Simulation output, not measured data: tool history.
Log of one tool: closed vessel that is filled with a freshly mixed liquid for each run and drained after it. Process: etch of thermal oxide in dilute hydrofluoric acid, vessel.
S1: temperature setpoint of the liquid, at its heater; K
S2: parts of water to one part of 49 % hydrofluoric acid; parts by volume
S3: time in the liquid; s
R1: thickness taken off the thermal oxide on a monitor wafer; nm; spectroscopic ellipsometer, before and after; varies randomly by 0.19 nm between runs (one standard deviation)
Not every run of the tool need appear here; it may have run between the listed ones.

{"run": 1, "hour": 0.0, "S1": 294.15, "S2": 150, "S3": 415, "R1": 11.078}
{"run": 2, "hour": 4.8, "S1": 294.15, "S2": 110, "S3": 415, "R1": 15.488}
{"run": 3, "hour": 6.3, "S1": 294.15, "S2": 110, "S3": 450, "R1": 17.031}
{"run": 4, "hour": 10.4, "S1": 294.15, "S2": 140, "S3": 450, "R1": 12.914}
{"run": 5, "hour": 16.0, "S1": 294.15, "S2": 140, "S3": 415, "R1": 11.967}
{"run": 6, "hour": 22.2, "S1": 295.15, "S2": 125, "S3": 415, "R1": 14.0}
{"run": 7, "hour": 28.8, "S1": 296.15, "S2": 115, "S3": 415, "R1": 16.169}
{"run": 8, "hour": 29.5, "S1": 297.15, "S2": 105, "S3": 415, "R1": 18.675}

What does the tool deliver on the next run?
{"run": 9, "hour": 33.8, "S1": 297.65, "S2": 100, "S3": 415, "R1": "?"}

R1: 20.058 nm
